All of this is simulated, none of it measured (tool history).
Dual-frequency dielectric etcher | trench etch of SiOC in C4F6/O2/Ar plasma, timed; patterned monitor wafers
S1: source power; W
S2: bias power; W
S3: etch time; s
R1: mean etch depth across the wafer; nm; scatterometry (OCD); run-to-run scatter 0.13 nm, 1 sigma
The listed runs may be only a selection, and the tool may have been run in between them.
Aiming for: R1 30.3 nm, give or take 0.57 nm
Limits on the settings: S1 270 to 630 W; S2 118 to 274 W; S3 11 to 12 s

run	hour	S1	S2	S3	R1
1	0	450	196	12	27.325
2	1	470	198	12	27.967
3	2.2	470	169	12	26.858
4	9	470	169	11	24.514
5	10.4	470	200	11	25.829
6	17.8	470	168	11	24.49
7	21.6	500	178	11	25.795
8	29	520	183	11	26.486
9	37.6	540	187	11	27.045
10	45.8	560	192	11	27.971
11	48.7	570	194	11	28.355
12	50.5	580	196	11	28.358
13	54.3	590	199	11	28.927
14	55.5	600	201	11	29.153
15	57.1	610	203	11	29.427
16	59.4	610	205	11	29.676
17	62.7	610	206	11	29.448

Consider the 5 candidate settings below. Which is the only one whose results all fall within their allowed miss of target?
A	66	620	169	11.5	?
B	66	540	205	11.5	?
C	66	560	226	11.5	?
D	66	480	218	12	?
E	66	500	205	12	?

move	R1
A	29.513
B	29.111
C	30.458
D	29.187
E	29.26
A: better than the last run, though not everything is in spec
B: misses by more than the last run did
C: all results land within tolerance of their targets
D: misses by more than the last run did
E: misses by more than the last run did
The move that meets every target is C.
